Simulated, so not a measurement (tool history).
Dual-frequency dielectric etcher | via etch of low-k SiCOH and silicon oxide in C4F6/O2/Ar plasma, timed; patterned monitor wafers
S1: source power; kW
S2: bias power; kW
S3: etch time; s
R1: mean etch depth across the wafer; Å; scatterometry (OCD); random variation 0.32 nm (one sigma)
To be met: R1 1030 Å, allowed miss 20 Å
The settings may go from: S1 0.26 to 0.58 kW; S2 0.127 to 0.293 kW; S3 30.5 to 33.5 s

run    day    S1     S2    S3      R1
  1      0  0.42   0.21  33.5  948.83
  2  0.117  0.42   0.21  30.5  858.82
  3  0.458  0.46   0.22  30.5  932.81
  4  0.533  0.48  0.222  30.5   953.4
  5    0.7  0.42  0.222  30.5  888.49
  6  1.004  0.38  0.222  30.5  829.93
  7  1.379  0.42  0.226  30.5  895.26
  8  1.729  0.45  0.228  30.5  926.55
  9  1.946  0.47   0.23  30.5  956.31
 10  2.088  0.49  0.231  30.5  991.46
 11  2.375   0.5  0.232  30.5  994.84

Which of these 5 next moves meets every target?
  A  2.662  0.48  0.237  30.5   ?
  B  2.662  0.52  0.198    32   ?
  C  2.662  0.47  0.227  30.5   ?
  D  2.662   0.5  0.227  30.5   ?
  E  2.662  0.48  0.217    33   ?

move      R1
   A  979.55
   B  994.67
   C  949.81
   D  983.97
   E    1020
A: further off than the last run
B: as far off as the last run
C: further off than the last run
D: further off than the last run
E: meets every target
Move E is the one to make.

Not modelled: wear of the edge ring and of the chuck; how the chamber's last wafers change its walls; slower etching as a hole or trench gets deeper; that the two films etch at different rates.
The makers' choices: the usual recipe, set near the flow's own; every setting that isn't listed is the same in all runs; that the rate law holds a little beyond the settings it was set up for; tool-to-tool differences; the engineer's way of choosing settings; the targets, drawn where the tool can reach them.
